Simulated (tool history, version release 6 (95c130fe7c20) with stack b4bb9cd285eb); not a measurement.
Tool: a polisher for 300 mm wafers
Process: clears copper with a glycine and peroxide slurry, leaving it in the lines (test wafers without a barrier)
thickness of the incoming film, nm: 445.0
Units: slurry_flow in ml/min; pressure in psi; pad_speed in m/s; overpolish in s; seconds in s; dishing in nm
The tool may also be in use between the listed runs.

run  hour  slurry_flow  pressure  pad_speed  overpolish  seconds  dishing
  1     0          270       3.4       0.92          13   67.543   58.896
  2   1.1          325       3.4       0.92          13   67.458   60.442
  3     3          355       3.4       0.92          13   66.857   62.314
  4   3.6          355       3.4        0.7          13   82.589   52.381
  5  11.5          355         4        0.7          13   72.109   58.001
  6  18.8          355       3.7        0.7          12   76.346   51.408

Run 7 comes next. What will it give?
  7  21.1          355       3.5        0.7          11        ?        ?

Run 7 gave seconds 80.371 s, dishing 45.6 nm.

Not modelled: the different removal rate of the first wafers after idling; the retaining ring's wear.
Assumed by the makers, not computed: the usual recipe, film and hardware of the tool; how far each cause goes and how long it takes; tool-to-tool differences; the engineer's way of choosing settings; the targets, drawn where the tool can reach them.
